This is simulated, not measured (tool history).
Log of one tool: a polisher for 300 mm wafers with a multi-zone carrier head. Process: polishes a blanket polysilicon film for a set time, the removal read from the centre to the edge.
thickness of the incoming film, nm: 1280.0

run,hour,flow of slurry (ml/min),pressure of the head's centre zone,pressure of the head's middle zone,pressure of the head's edge zone,polishing time (s),film removed at the wafer's centre (Å),film removed at mid-radius (Å),film removed at the wafer's edge (Å)
1,0.0,130,1.00,1.00,1.00,45,3367.5,3362.1,3646.7
2,1.0,120,1.00,1.00,1.00,45,3315.2,3262.1,3553.6
3,5.9,120,1.00,1.00,0.94,45,3324.0,3288.9,3480.8
4,10.5,150,1.00,1.00,0.94,45,3519.9,3473.4,3584.4
5,13.7,150,1.00,1.00,0.99,45,3462.1,3526.1,3701.2
6,20.0,150,1.00,1.00,0.93,45,3458.0,3443.2,3584.9
7,28.8,165,0.94,1.06,1.03,57,4267.7,4692.9,4859.5
8,35.6,170,0.93,1.07,1.05,57,4220.0,4709.8,4945.0
9,43.5,175,0.92,1.08,1.06,57,4228.8,4783.3,4898.8

Run 10 comes next. What will it give?
10,45.6,175,0.91,1.09,1.08,57,?,?,?

film removed at the wafer's centre (Å): 4139.4
film removed at mid-radius (Å): 4726.8
film removed at the wafer's edge (Å): 4955.5
